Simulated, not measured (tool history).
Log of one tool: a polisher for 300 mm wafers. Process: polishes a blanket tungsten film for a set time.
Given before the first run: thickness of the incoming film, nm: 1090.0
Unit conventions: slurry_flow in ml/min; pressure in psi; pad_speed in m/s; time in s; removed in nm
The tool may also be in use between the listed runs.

| run | hour | slurry_flow | pressure | pad_speed | slurry_solids | time | removed |
|---|---|---|---|---|---|---|---|
| 1 | 0.0 | 310 | 3.3 | 1.02 | 1.0 | 33 | 125.030 |
| 2 | 5.8 | 310 | 3.3 | 1.02 | 1.0 | 33 | 121.420 |
| 3 | 14.1 | 310 | 3.3 | 1.02 | 1.0 | 30 | 112.920 |
| 4 | 19.7 | 310 | 3.3 | 1.18 | 1.0 | 30 | 129.980 |
| 5 | 21.7 | 240 | 3.3 | 1.18 | 1.0 | 30 | 128.520 |
| 6 | 26.7 | 240 | 3.3 | 1.36 | 1.0 | 30 | 147.530 |
| 7 | 30.0 | 240 | 2.9 | 1.36 | 1.0 | 30 | 132.790 |
| 8 | 36.4 | 240 | 2.6 | 1.36 | 1.0 | 30 | 122.570 |
| 9 | 41.3 | 240 | 2.4 | 1.34 | 1.0 | 30 | 113.590 |
| 10 | 47.2 | 240 | 2.2 | 1.34 | 1.0 | 30 | 107.570 |
| 11 | 55.3 | 240 | 2.0 | 1.34 | 1.0 | 30 | 101.980 |

What does the tool deliver on the next run?
| 12 | 61.2 | 240 | 1.9 | 1.34 | 1.0 | 30 | ? |

Run 12 gave removed 98.494 nm.
